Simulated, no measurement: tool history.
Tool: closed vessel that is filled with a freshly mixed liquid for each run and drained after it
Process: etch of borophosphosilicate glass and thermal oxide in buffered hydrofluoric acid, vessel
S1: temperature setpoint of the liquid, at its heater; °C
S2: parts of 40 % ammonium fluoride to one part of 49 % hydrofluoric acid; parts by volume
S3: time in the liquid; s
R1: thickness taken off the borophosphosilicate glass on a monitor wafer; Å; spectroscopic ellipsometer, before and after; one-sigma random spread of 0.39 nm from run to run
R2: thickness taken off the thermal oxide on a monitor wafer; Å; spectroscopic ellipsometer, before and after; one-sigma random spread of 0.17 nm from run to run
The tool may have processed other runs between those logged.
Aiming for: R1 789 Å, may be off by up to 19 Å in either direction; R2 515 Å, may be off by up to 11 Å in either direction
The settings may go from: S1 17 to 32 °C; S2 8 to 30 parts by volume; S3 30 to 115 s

run  hour    S1    S2  S3      R1      R2
  1     0    24  22.5  60  453.56  296.03
  2   3.2  26.5  21.5  60  539.08  349.99
  3  11.8  26.5  27.5  60  455.42  294.69
  4  18.7  26.5  27.5  85  648.92  420.05
  5  21.4  27.5  27.5  85  687.61  440.49
  6  27.1    28  27.5  85  697.25  453.15
  7  29.9  28.5  27.5  85   711.9  468.47
     34.4  -- thermometer replaced
  8  34.4  30.5    27  85  867.11  568.98
  9  38.6    30    27  85  840.82  551.78
 10  44.4  29.5    27  85  828.55   539.9

Consider the 4 candidate settings below. Which is the only one whose results all fall within their allowed miss of target?
  A  50.2  28  30   90   ?   ?
  B  50.2  25  30  105   ?   ?
  C  50.2  30  25   75   ?   ?
  D  50.2  26  26   90   ?   ?

move      R1      R2
   A  752.52  489.91
   B  747.03  485.68
   C   789.9   514.5
   D  745.87  485.01
A: the result that was furthest off in the last run now lies on the other side of its target
B: the result that was furthest off in the last run now lies on the other side of its target
C: every result lands within tolerance
D: the result that was furthest off in the last run now lies on the other side of its target
The move that meets every target is C.
